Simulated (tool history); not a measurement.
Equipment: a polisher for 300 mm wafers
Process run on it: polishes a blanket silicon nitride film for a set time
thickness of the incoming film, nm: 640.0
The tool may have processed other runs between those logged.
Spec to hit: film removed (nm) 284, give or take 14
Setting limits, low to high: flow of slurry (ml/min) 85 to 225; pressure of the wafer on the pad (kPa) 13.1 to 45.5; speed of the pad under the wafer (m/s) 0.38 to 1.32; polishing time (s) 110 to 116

run	hour	flow of slurry (ml/min)	pressure of the wafer on the pad (kPa)	speed of the pad under the wafer (m/s)	polishing time (s)	film removed (nm)
1	0	145	29	0.84	110	195.4
2	6.7	145	29	0.84	116	204.85
3	15.7	145	29	0.84	116	203.73
4	23.8	145	29	0.64	116	174.31
5	32	175	29	0.64	116	176.72
6	38.7	175	33.1	0.64	116	204.08
7	47.1	175	35.2	0.64	116	212.42
8	54.2	175	37.2	0.64	116	215.8
9	61.2	175	39.3	0.66	116	234.51
10	64.8	175	40.7	0.68	116	238.38
11	65.8	175	42.1	0.7	116	261.46
12	73.7	175	42.7	0.7	116	257.06
13	80	175	42.7	0.7	116	263.67
14	83.4	175	43.4	0.7	116	270.69
15	92.4	175	44.1	0.7	116	270.33

Of the 4 settings listed for the next run, only one would bring every result within its allowed miss of target. Which one?
A	101.4	220	43.4	0.66	110	?
B	101.4	200	43.4	0.92	112	?
C	101.4	160	38.6	1.02	110	?
D	101.4	180	44.1	0.64	110	?

move	film removed (nm)
A	252.06
B	315.8
C	291.37
D	243.99
A: lands further from the targets than the last run did
B: takes the result that was furthest off past its target
C: all results land within tolerance of their targets
D: lands further from the targets than the last run did
C is the move that brings every result within its allowed miss.
